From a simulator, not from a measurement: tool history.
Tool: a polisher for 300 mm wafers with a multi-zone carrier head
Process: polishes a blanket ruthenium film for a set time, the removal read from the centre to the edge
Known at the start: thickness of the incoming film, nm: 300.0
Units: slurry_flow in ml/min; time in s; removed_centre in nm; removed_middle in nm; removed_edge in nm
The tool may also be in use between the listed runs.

run	hour	slurry_flow	centre_zone	middle_zone	edge_zone	time	removed_centre	removed_middle	removed_edge
1	0	250	1	1	1	60	81.569	85.413	82.89
2	4.3	250	1	1	1	45	61.88	64.118	63.1
3	7.7	250	1	1	0.92	45	61.734	64.98	59.496
4	13.3	250	1	1.05	0.92	45	61.36	67.579	59.386
5	20.5	285	1	1.05	0.92	45	62.021	68.587	61.471
6	23.5	310	1.05	1.08	0.98	51	73.967	80.145	71.007
7	26.9	330	1.08	1.08	1.04	55	82.377	86.066	80.025

Forecast run 8:
8	34.5	340	1.11	1.09	1.08	58	?	?	?

removed_centre: 89.079 nm
removed_middle: 92.525 nm
removed_edge: 85.141 nm

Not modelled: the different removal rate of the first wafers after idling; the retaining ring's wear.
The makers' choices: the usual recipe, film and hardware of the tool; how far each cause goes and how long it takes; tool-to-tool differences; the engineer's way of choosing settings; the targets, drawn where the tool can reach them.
